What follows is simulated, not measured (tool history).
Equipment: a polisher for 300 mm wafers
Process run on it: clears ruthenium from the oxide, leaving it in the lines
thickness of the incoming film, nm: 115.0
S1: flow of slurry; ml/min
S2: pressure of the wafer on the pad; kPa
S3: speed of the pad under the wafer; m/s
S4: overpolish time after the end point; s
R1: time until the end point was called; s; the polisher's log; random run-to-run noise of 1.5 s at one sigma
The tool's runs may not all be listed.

run,day,S1,S2,S3,S4,R1
1,0,130,13.1,1.22,8,85.879
2,0.233,130,12.4,1.22,8,90.83
3,0.446,130,14.5,1.22,8,78.521
4,0.55,130,14.5,1.1,8,87.103
5,0.779,130,14.5,1.22,8,79.073
6,0.921,130,16.5,1.22,8,69.555
7,1.204,130,14.5,1.2,8,79.243
8,1.462,130,13.1,1.2,8,88.6
9,1.542,130,11.7,1.2,8,99.552
10,1.771,130,11.7,1.2,8,97.261
11,2.021,130,11,1.2,8,102.5
12,2.333,130,10.3,1.2,8,111.2
13,2.4,130,9.7,1.2,8,119.42
14,2.754,130,9.7,1.2,8,119.32
15,2.996,130,9.7,1.2,8,116.83
16,3.104,115,8.3,1.2,8,140.54
17,3.321,120,8.3,1.2,8,142.73
18,3.388,125,8.3,1.2,8,139.35
19,3.529,125,8.3,1.2,8,138.2

What will run 20 give?
20,3.617,130,8.3,1.2,8,?

{"run 20": {"R1": 136.62}}
